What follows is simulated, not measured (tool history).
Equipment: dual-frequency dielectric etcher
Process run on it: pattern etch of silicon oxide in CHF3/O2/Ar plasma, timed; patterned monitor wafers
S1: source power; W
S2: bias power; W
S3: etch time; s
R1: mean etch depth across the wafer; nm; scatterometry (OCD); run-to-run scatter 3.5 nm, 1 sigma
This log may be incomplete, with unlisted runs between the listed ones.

{"run": 1, "hour": 0.0, "S1": 670, "S2": 141, "S3": 426.5, "R1": 836.72}
{"run": 2, "hour": 5.5, "S1": 620, "S2": 135, "S3": 424.0, "R1": 804.83}
{"run": 3, "hour": 13.9, "S1": 680, "S2": 135, "S3": 424.0, "R1": 833.12}
{"run": 4, "hour": 19.5, "S1": 630, "S2": 129, "S3": 421.0, "R1": 790.6}
{"run": 5, "hour": 22.5, "S1": 590, "S2": 125, "S3": 419.5, "R1": 760.01}
{"run": 6, "hour": 27.2, "S1": 560, "S2": 123, "S3": 419.0, "R1": 742.22}

Run 7 is up next; what results do you expect?
{"run": 7, "hour": 29.3, "S1": 560, "S2": 123, "S3": 419.0, "R1": "?"}

Run 7 came out at R1 749.87 nm.

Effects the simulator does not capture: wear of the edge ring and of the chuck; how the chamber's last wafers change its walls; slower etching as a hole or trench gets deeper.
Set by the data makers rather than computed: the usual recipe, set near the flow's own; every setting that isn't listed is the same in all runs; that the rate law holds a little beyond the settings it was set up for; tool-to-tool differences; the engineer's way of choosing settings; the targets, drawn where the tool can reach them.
